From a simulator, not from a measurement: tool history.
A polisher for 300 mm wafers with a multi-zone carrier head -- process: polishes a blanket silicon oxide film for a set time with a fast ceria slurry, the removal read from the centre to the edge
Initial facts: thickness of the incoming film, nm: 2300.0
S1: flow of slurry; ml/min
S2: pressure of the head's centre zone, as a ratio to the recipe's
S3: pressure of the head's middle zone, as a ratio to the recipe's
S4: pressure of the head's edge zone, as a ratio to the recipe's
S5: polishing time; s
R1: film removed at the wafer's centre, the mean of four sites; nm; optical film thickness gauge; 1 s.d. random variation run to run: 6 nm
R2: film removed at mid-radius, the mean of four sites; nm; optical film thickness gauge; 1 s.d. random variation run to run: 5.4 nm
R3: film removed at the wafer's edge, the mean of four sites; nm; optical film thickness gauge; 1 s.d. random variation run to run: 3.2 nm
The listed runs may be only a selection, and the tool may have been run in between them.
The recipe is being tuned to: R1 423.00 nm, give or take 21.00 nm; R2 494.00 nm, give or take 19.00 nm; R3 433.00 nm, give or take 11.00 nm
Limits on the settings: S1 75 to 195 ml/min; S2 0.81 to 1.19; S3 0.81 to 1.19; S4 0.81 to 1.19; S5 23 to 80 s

{"run": 1, "hour": 0.0, "S1": 125, "S2": 1.0, "S3": 1.0, "S4": 1.0, "S5": 51, "R1": 696.43, "R2": 714.05, "R3": 730.39}
{"run": 2, "hour": 4.7, "S1": 150, "S2": 1.0, "S3": 1.0, "S4": 1.0, "S5": 51, "R1": 725.5, "R2": 744.7, "R3": 745.41}
{"run": 3, "hour": 12.5, "S1": 150, "S2": 1.0, "S3": 0.94, "S4": 1.0, "S5": 51, "R1": 738.87, "R2": 701.38, "R3": 746.26}
{"run": 4, "hour": 18.6, "S1": 150, "S2": 0.99, "S3": 0.97, "S4": 0.96, "S5": 46, "R1": 659.36, "R2": 658.69, "R3": 657.59}
{"run": 5, "hour": 20.6, "S1": 145, "S2": 0.97, "S3": 0.98, "S4": 0.93, "S5": 42, "R1": 590.06, "R2": 597.44, "R3": 600.21}
{"run": 6, "hour": 27.1, "S1": 140, "S2": 0.96, "S3": 1.01, "S4": 0.9, "S5": 39, "R1": 530.49, "R2": 560.33, "R3": 537.73}
{"run": 7, "hour": 28.2, "S1": 130, "S2": 0.96, "S3": 1.03, "S4": 0.88, "S5": 38, "R1": 494.86, "R2": 550.77, "R3": 520.02}
{"run": 8, "hour": 33.5, "S1": 125, "S2": 0.97, "S3": 1.04, "S4": 0.86, "S5": 37, "R1": 494.96, "R2": 533.82, "R3": 492.71}
{"run": 9, "hour": 37.0, "S1": 115, "S2": 0.97, "S3": 1.05, "S4": 0.85, "S5": 37, "R1": 482.57, "R2": 524.2, "R3": 484.72}
{"run": 10, "hour": 40.0, "S1": 110, "S2": 0.97, "S3": 1.06, "S4": 0.84, "S5": 36, "R1": 473.01, "R2": 500.23, "R3": 462.81}
{"run": 11, "hour": 47.6, "S1": 85, "S2": 0.88, "S3": 1.14, "S4": 0.81, "S5": 36, "R1": 388.53, "R2": 501.31, "R3": 438.52}
{"run": 12, "hour": 55.0, "S1": 85, "S2": 0.9, "S3": 1.14, "S4": 0.81, "S5": 36, "R1": 388.99, "R2": 501.58, "R3": 432.41}
{"run": 13, "hour": 56.4, "S1": 85, "S2": 0.91, "S3": 1.13, "S4": 0.81, "S5": 36, "R1": 391.67, "R2": 502.84, "R3": 430.84}
{"run": 14, "hour": 59.3, "S1": 85, "S2": 0.92, "S3": 1.12, "S4": 0.81, "S5": 36, "R1": 401.04, "R2": 489.88, "R3": 435.33}

Exactly one of the 5 candidate moves below puts every result within its allowed miss. Which one?
{"run": "A", "hour": 62.2, "S1": 75, "S2": 0.88, "S3": 1.11, "S4": 0.84, "S5": 37, "R1": "?", "R2": "?", "R3": "?"}
{"run": "B", "hour": 62.2, "S1": 90, "S2": 0.82, "S3": 1.13, "S4": 0.83, "S5": 36, "R1": "?", "R2": "?", "R3": "?"}
{"run": "C", "hour": 62.2, "S1": 85, "S2": 0.87, "S3": 1.14, "S4": 0.95, "S5": 34, "R1": "?", "R2": "?", "R3": "?"}
{"run": "D", "hour": 62.2, "S1": 115, "S2": 0.96, "S3": 1.13, "S4": 0.88, "S5": 33, "R1": "?", "R2": "?", "R3": "?"}
{"run": "E", "hour": 62.2, "S1": 75, "S2": 0.87, "S3": 1.13, "S4": 0.83, "S5": 37, "R1": "?", "R2": "?", "R3": "?"}

move=A R1=374.10 R2=478.32 R3=437.12
move=B R1=365.97 R2=504.55 R3=441.37
move=C R1=358.82 R2=470.62 R3=437.66
move=D R1=426.78 R2=496.25 R3=435.92
move=E R1=369.86 R2=485.46 R3=434.70
A: its largest miss is bigger than the last run's
B: its largest miss is bigger than the last run's
C: its largest miss is bigger than the last run's
D: in spec on every target
E: its largest miss is bigger than the last run's
The move that meets every target is D.

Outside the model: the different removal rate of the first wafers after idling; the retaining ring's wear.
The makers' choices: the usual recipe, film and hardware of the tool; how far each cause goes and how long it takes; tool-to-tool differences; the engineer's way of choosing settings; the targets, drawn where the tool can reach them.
